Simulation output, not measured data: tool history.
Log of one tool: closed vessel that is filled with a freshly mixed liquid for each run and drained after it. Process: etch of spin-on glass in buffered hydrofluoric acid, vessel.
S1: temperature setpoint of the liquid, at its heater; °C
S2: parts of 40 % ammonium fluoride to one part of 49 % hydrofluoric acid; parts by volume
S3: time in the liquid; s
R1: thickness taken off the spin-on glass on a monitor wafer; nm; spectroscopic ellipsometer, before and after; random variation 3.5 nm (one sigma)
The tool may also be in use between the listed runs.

run	hour	S1	S2	S3	R1
1	0	24	10	90	219.22
2	4.7	24	12.5	90	174.79
3	9.9	26.5	11	90	228.75
4	10.7	26.5	13	90	192.05
5	17.3	26.5	13	95	203.64
6	20.5	26.5	10	95	268.16
7	24.1	28	9.5	95	295.66

What does the tool deliver on the next run?
8	27.1	29	9	95	?

{"run 8": {"R1": 319.95}}
